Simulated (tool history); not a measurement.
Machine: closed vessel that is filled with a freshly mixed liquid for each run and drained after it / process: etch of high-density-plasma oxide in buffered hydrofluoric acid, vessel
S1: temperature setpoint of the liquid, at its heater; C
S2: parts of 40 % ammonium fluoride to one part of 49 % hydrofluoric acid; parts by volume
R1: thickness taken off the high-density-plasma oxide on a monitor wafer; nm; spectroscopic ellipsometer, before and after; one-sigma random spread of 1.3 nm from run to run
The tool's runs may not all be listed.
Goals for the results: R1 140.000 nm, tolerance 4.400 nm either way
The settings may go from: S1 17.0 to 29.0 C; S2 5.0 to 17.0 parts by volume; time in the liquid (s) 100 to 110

Run 1, hour 0.0: S1 21.0 C, S2 10.5 parts by volume, time in the liquid (s) 100. Result: R1 99.729 nm.
Run 2, hour 3.6: S1 19.0 C, S2 10.5 parts by volume, time in the liquid (s) 100. Result: R1 88.925 nm.
Run 3, hour 10.6: S1 19.0 C, S2 12.0 parts by volume, time in the liquid (s) 100. Result: R1 77.175 nm.
Run 4, hour 17.1: S1 22.5 C, S2 12.0 parts by volume, time in the liquid (s) 100. Result: R1 93.600 nm.
Run 5, hour 22.9: S1 22.5 C, S2 14.0 parts by volume, time in the liquid (s) 100. Result: R1 80.869 nm.
Run 6, hour 27.7: S1 22.5 C, S2 17.0 parts by volume, time in the liquid (s) 100. Result: R1 66.594 nm.
Run 7, hour 36.9: S1 24.5 C, S2 15.0 parts by volume, time in the liquid (s) 100. Result: R1 83.815 nm.
Run 8, hour 40.3: S1 26.0 C, S2 13.5 parts by volume, time in the liquid (s) 100. Result: R1 100.600 nm.
Run 9, hour 44.8: S1 27.0 C, S2 12.5 parts by volume, time in the liquid (s) 100. Result: R1 113.220 nm.
Run 10, hour 46.9: S1 29.0 C, S2 10.5 parts by volume, time in the liquid (s) 100. Result: R1 152.560 nm.
Run 11, hour 51.4: S1 28.5 C, S2 10.5 parts by volume, time in the liquid (s) 100. Result: R1 147.420 nm.

Which of these 5 next moves meets every target?
Run A, hour 55.9: S1 27.5 C, S2 11.5 parts by volume, time in the liquid (s) 100. Result: R1 ?.
Run B, hour 55.9: S1 28.5 C, S2 11.0 parts by volume, time in the liquid (s) 110. Result: R1 ?.
Run C, hour 55.9: S1 28.5 C, S2 11.0 parts by volume, time in the liquid (s) 100. Result: R1 ?.
Run D, hour 55.9: S1 29.0 C, S2 11.5 parts by volume, time in the liquid (s) 110. Result: R1 ?.
Run E, hour 55.9: S1 28.5 C, S2 10.5 parts by volume, time in the liquid (s) 105. Result: R1 ?.

move       R1
   A  126.670
   B  153.370
   C  139.430
   D  150.780
   E  153.180
A: takes the biggest miss from the last run beyond its target
B: moves away from the targets compared with the last run
C: all results in spec
D: moves away from the targets compared with the last run
E: moves away from the targets compared with the last run
So the answer is move C, the one that meets all the targets.

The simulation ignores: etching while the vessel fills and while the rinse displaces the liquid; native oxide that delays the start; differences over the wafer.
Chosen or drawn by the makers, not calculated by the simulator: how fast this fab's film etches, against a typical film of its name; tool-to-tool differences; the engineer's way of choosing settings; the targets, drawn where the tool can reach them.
